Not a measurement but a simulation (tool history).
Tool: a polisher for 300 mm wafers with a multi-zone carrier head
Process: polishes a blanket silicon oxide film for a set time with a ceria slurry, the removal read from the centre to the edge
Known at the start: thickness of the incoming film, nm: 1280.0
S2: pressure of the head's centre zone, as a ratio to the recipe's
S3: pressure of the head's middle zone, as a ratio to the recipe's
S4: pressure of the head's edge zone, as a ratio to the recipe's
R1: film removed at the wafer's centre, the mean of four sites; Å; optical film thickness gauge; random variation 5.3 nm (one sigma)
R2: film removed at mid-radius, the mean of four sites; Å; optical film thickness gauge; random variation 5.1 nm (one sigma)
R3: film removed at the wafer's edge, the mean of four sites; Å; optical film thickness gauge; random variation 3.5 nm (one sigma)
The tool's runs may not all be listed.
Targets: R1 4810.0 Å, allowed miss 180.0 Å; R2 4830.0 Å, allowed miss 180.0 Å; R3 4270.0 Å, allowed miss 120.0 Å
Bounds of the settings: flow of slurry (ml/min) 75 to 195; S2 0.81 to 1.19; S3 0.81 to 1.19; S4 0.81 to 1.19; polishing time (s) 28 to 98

run 1 hour=0.0 | flow_of_slurry_(ml/min)=125 S2=1.00 S3=1.00 S4=1.00 polishing_time_(s)=63 | R1=3656.9 R2=3662.7 R3=3602.2
run 2 hour=4.1 | flow_of_slurry_(ml/min)=135 S2=1.02 S3=1.03 S4=1.02 polishing_time_(s)=64 | R1=3869.0 R2=3850.0 R3=3857.0
run 3 hour=11.7 | flow_of_slurry_(ml/min)=135 S2=1.02 S3=1.03 S4=1.02 polishing_time_(s)=70 | R1=4199.8 R2=4169.4 R3=4188.7
run 4 hour=12.6 | flow_of_slurry_(ml/min)=135 S2=1.02 S3=1.03 S4=1.02 polishing_time_(s)=77 | R1=4651.9 R2=4651.2 R3=4557.7
run 5 hour=18.2 | flow_of_slurry_(ml/min)=135 S2=1.02 S3=1.03 S4=1.02 polishing_time_(s)=86 | R1=5171.3 R2=5180.1 R3=5151.6
run 6 hour=25.8 | flow_of_slurry_(ml/min)=115 S2=1.02 S3=1.03 S4=1.02 polishing_time_(s)=86 | R1=4990.0 R2=4973.3 R3=5013.3
run 7 hour=34.8 | flow_of_slurry_(ml/min)=110 S2=1.02 S3=1.04 S4=0.98 polishing_time_(s)=86 | R1=4843.7 R2=5078.4 R3=4844.5
-- hour=39.3 worn pad replaced by a new one
run 8 hour=39.3 | flow_of_slurry_(ml/min)=105 S2=1.04 S3=1.03 S4=0.95 polishing_time_(s)=86 | R1=5437.5 R2=5367.6 R3=5097.5
run 9 hour=43.0 | flow_of_slurry_(ml/min)=105 S2=1.04 S3=1.03 S4=0.94 polishing_time_(s)=83 | R1=5256.6 R2=5106.5 R3=4906.8
run 10 hour=44.3 | flow_of_slurry_(ml/min)=105 S2=1.04 S3=1.04 S4=0.92 polishing_time_(s)=81 | R1=5126.9 R2=5062.9 R3=4903.5
run 11 hour=51.1 | flow_of_slurry_(ml/min)=115 S2=1.14 S3=1.14 S4=0.89 polishing_time_(s)=65 | R1=4570.1 R2=4420.3 R3=3832.2

5 next moves are on the table. One of them brings every result within its allowed miss. Which?
run A hour=57.9 | flow_of_slurry_(ml/min)=80 S2=1.01 S3=0.89 S4=1.09 polishing_time_(s)=75 | R1=? R2=? R3=?
run B hour=57.9 | flow_of_slurry_(ml/min)=80 S2=0.96 S3=1.19 S4=0.82 polishing_time_(s)=81 | R1=? R2=? R3=?
run C hour=57.9 | flow_of_slurry_(ml/min)=75 S2=1.05 S3=0.94 S4=1.01 polishing_time_(s)=76 | R1=? R2=? R3=?
run D hour=57.9 | flow_of_slurry_(ml/min)=110 S2=1.10 S3=1.15 S4=0.90 polishing_time_(s)=72 | R1=? R2=? R3=?
run E hour=57.9 | flow_of_slurry_(ml/min)=105 S2=1.03 S3=1.17 S4=0.93 polishing_time_(s)=73 | R1=? R2=? R3=?

move=A R1=4178.9 R2=3903.0 R3=4500.9
move=B R1=4295.2 R2=5129.9 R3=4358.7
move=C R1=4308.1 R2=4020.3 R3=4369.3
move=D R1=4813.9 R2=4827.2 R3=4230.3
move=E R1=4512.2 R2=4902.1 R3=4307.6
A: takes the result that was furthest off past its target
B: brings the result that was furthest off to its target, and leaves another outside
C: brings the result that was furthest off to its target, and leaves another outside
D: meets every target
E: brings the result that was furthest off to its target, and leaves another outside
Answer: D

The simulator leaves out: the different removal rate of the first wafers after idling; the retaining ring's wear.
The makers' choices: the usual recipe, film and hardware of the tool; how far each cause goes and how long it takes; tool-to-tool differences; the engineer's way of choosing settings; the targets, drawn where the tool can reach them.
